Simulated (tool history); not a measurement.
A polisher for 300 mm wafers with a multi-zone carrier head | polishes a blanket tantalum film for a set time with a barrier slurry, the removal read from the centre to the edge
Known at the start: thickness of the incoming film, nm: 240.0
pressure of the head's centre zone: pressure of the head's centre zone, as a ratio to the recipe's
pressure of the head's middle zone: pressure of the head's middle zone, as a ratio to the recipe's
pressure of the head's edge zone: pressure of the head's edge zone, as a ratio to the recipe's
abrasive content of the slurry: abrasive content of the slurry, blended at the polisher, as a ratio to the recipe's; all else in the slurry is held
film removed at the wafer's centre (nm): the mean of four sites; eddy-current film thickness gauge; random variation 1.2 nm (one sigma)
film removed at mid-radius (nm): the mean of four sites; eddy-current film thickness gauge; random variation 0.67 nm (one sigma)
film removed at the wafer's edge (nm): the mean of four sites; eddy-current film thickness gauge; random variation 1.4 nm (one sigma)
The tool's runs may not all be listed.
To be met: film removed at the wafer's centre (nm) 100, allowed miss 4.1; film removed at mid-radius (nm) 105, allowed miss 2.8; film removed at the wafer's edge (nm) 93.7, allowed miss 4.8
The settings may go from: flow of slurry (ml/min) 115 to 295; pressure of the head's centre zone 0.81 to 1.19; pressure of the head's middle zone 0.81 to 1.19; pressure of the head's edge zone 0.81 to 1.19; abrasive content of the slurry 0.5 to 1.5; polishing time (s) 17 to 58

run  hour  flow of slurry (ml/min)  pressure of the head's centre zone  pressure of the head's middle zone  pressure of the head's edge zone  abrasive content of the slurry  polishing time (s)  film removed at the wafer's centre (nm)  film removed at mid-radius (nm)  film removed at the wafer's edge (nm)
  1     0                      190                                   1                                   1                                 1                               1                  37                                   68.729                           69.823                                 66.318
  2   7.1                      190                                   1                                   1                              0.96                               1                  37                                   67.665                           70.468                                 65.626
  3  10.8                      195                                1.01                                1.02                              0.98                             1.1                  38                                   72.097                           75.459                                 70.431
  4  11.9                      200                                1.03                                1.04                              0.99                            1.15                  39                                   76.733                           78.567                                 73.458
  5  19.8                      200                                1.07                                1.04                              0.99                            1.15                  39                                   78.717                           80.322                                 72.529
  6  23.8                      245                                1.07                                1.04                              0.99                            1.15                  39                                   80.826                           81.725                                 73.098
  7  31.7                      245                                1.08                                1.05                                 1                             1.2                  40                                   85.503                            85.51                                 79.234
  8  40.5                      245                                1.08                                1.05                                 1                             1.2                  40                                   84.082                           85.192                                 77.915
  9  47.9                      245                                1.09                                1.07                              1.01                            1.25                  40                                   84.199                           88.004                                 80.433
 10  54.9                      245                                 1.1                                1.08                              1.01                             1.3                  40                                   86.202                            88.87                                  79.54
 11  57.7                      250                                1.11                                1.09                              1.02                            1.35                  41                                    89.85                           93.008                                 84.834
 12  60.6                      250                                1.12                                 1.1                              1.02                             1.4                  41                                   93.376                           95.594                                 81.418
 13  66.3                      255                                1.12                                 1.1                              1.04                             1.4                  41                                   91.324                           94.877                                 85.244
 14  67.4                      280                                1.18                                1.18                              1.08                             1.5                  41                                   98.972                           103.45                                  88.79

Which of these 5 next moves meets every target?
  A  68.5                      265                                0.99                                 1.1                              1.19                            1.45                  45                                        ?                                ?                                      ?
  B  68.5                      295                                1.19                                1.19                                 1                             1.5                  41                                        ?                                ?                                      ?
  C  68.5                      280                                1.17                                1.14                              1.15                             1.5                  41                                        ?                                ?                                      ?
  D  68.5                      270                                1.19                                1.13                              1.09                             1.5                  41                                        ?                                ?                                      ?
  E  68.5                      265                                1.16                                1.16                              1.11                             1.5                  43                                        ?                                ?                                      ?

move  film removed at the wafer's centre (nm)  film removed at mid-radius (nm)  film removed at the wafer's edge (nm)
   A                                   92.785                           104.41                                 100.89
   B                                   98.719                           103.54                                 85.432
   C                                    96.87                           99.276                                 91.306
   D                                   97.683                           98.158                                 88.597
   E                                    100.3                           105.06                                 93.597
A: takes the result that was furthest off past its target
B: further off than the last run
C: brings the result that was furthest off to its target, and leaves another outside
D: further off than the last run
E: meets every target
The right move is E.
